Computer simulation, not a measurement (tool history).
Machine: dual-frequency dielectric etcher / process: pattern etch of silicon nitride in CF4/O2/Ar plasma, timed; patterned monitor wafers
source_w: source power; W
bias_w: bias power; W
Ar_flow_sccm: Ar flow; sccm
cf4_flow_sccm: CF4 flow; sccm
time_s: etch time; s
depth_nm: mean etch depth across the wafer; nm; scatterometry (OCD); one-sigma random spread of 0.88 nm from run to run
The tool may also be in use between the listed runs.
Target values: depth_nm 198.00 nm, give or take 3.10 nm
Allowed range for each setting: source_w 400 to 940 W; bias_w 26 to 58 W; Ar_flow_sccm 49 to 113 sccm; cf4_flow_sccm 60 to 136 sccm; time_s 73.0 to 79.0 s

Run 1, hour 0.0: source_w 670 W, bias_w 42 W, Ar_flow_sccm 81 sccm, cf4_flow_sccm 98 sccm, time_s 79.0 s. Result: depth_nm 181.61 nm.
Run 2, hour 6.4: source_w 690 W, bias_w 42 W, Ar_flow_sccm 81 sccm, cf4_flow_sccm 98 sccm, time_s 79.0 s. Result: depth_nm 185.08 nm.
Run 3, hour 8.1: source_w 690 W, bias_w 37 W, Ar_flow_sccm 81 sccm, cf4_flow_sccm 98 sccm, time_s 79.0 s. Result: depth_nm 179.48 nm.
Run 4, hour 10.9: source_w 690 W, bias_w 37 W, Ar_flow_sccm 76 sccm, cf4_flow_sccm 98 sccm, time_s 79.0 s. Result: depth_nm 180.53 nm.
Run 5, hour 16.0: source_w 690 W, bias_w 37 W, Ar_flow_sccm 70 sccm, cf4_flow_sccm 98 sccm, time_s 79.0 s. Result: depth_nm 183.34 nm.
Run 6, hour 20.2: source_w 710 W, bias_w 37 W, Ar_flow_sccm 70 sccm, cf4_flow_sccm 98 sccm, time_s 79.0 s. Result: depth_nm 186.59 nm.
Run 7, hour 25.6: source_w 720 W, bias_w 37 W, Ar_flow_sccm 70 sccm, cf4_flow_sccm 98 sccm, time_s 79.0 s. Result: depth_nm 188.42 nm.
Run 8, hour 27.3: source_w 730 W, bias_w 37 W, Ar_flow_sccm 70 sccm, cf4_flow_sccm 98 sccm, time_s 79.0 s. Result: depth_nm 188.90 nm.
Run 9, hour 34.6: source_w 740 W, bias_w 37 W, Ar_flow_sccm 70 sccm, cf4_flow_sccm 98 sccm, time_s 79.0 s. Result: depth_nm 190.56 nm.

Of the 5 settings listed for the next run, only one would bring every result within its allowed miss of target. Which one?
Run A, hour 41.9: source_w 770 W, bias_w 31 W, Ar_flow_sccm 57 sccm, cf4_flow_sccm 108 sccm, time_s 73.0 s. Result: depth_nm ?.
Run B, hour 41.9: source_w 850 W, bias_w 36 W, Ar_flow_sccm 78 sccm, cf4_flow_sccm 110 sccm, time_s 73.0 s. Result: depth_nm ?.
Run C, hour 41.9: source_w 860 W, bias_w 44 W, Ar_flow_sccm 75 sccm, cf4_flow_sccm 71 sccm, time_s 75.5 s. Result: depth_nm ?.
Run D, hour 41.9: source_w 780 W, bias_w 26 W, Ar_flow_sccm 56 sccm, cf4_flow_sccm 81 sccm, time_s 77.5 s. Result: depth_nm ?.
Run E, hour 41.9: source_w 780 W, bias_w 31 W, Ar_flow_sccm 72 sccm, cf4_flow_sccm 101 sccm, time_s 79.0 s. Result: depth_nm ?.

move  depth_nm
   A    181.56
   B    197.30
   C    205.24
   D    182.75
   E    193.03
A: lands further from the targets than the last run did
B: each result inside its tolerance
C: takes the result that was furthest off past its target
D: lands further from the targets than the last run did
E: nearer than the last run, and not there yet
Answer: B
